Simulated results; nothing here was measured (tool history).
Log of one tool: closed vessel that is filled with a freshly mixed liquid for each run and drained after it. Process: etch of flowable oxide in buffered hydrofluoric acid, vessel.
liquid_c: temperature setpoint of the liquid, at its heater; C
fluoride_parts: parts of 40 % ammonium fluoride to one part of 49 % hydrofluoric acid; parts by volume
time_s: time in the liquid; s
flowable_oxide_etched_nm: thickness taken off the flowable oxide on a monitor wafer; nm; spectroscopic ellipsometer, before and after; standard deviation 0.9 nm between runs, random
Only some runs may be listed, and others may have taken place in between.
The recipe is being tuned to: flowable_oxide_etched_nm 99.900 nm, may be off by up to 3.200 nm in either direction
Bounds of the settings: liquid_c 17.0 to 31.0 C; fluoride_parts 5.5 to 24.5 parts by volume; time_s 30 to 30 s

{"run": 1, "hour": 0.0, "liquid_c": 23.0, "fluoride_parts": 15.0, "time_s": 30, "flowable_oxide_etched_nm": 46.532}
{"run": 2, "hour": 2.3, "liquid_c": 23.0, "fluoride_parts": 11.0, "time_s": 30, "flowable_oxide_etched_nm": 63.137}
{"run": 3, "hour": 8.8, "liquid_c": 25.0, "fluoride_parts": 11.0, "time_s": 30, "flowable_oxide_etched_nm": 71.09}
{"run": 4, "hour": 17.0, "liquid_c": 25.0, "fluoride_parts": 9.5, "time_s": 30, "flowable_oxide_etched_nm": 80.143}
{"run": 5, "hour": 25.0, "liquid_c": 22.0, "fluoride_parts": 9.5, "time_s": 30, "flowable_oxide_etched_nm": 68.415}
{"hour": 34.3, "done": "hydrofluoric acid flow meter replaced"}
{"run": 6, "hour": 34.3, "liquid_c": 24.0, "fluoride_parts": 9.5, "time_s": 30, "flowable_oxide_etched_nm": 80.811}
{"run": 7, "hour": 37.0, "liquid_c": 25.0, "fluoride_parts": 9.5, "time_s": 30, "flowable_oxide_etched_nm": 85.288}
{"run": 8, "hour": 43.5, "liquid_c": 25.5, "fluoride_parts": 9.5, "time_s": 30, "flowable_oxide_etched_nm": 86.748}
{"run": 9, "hour": 52.7, "liquid_c": 26.0, "fluoride_parts": 9.5, "time_s": 30, "flowable_oxide_etched_nm": 89.582}
{"run": 10, "hour": 56.0, "liquid_c": 26.0, "fluoride_parts": 9.5, "time_s": 30, "flowable_oxide_etched_nm": 89.879}
{"run": 11, "hour": 58.8, "liquid_c": 26.5, "fluoride_parts": 9.5, "time_s": 30, "flowable_oxide_etched_nm": 91.664}

Next run, 4 choices. One meets every target within its allowed miss, the rest don't. Which?
{"run": "A", "hour": 61.6, "liquid_c": 26.0, "fluoride_parts": 8.5, "time_s": 30, "flowable_oxide_etched_nm": "?"}
{"run": "B", "hour": 61.6, "liquid_c": 28.0, "fluoride_parts": 8.5, "time_s": 30, "flowable_oxide_etched_nm": "?"}
{"run": "C", "hour": 61.6, "liquid_c": 27.5, "fluoride_parts": 8.5, "time_s": 30, "flowable_oxide_etched_nm": "?"}
{"run": "D", "hour": 61.6, "liquid_c": 25.5, "fluoride_parts": 7.5, "time_s": 30, "flowable_oxide_etched_nm": "?"}

move=A flowable_oxide_etched_nm=97.093
move=B flowable_oxide_etched_nm=108.040
move=C flowable_oxide_etched_nm=105.210
move=D flowable_oxide_etched_nm=108.220
A: all results land within tolerance of their targets
B: moves the result that the last run missed by most past its target, out the other side
C: moves the result that the last run missed by most past its target, out the other side
D: moves the result that the last run missed by most past its target, out the other side
A is the move that brings every result within its allowed miss.
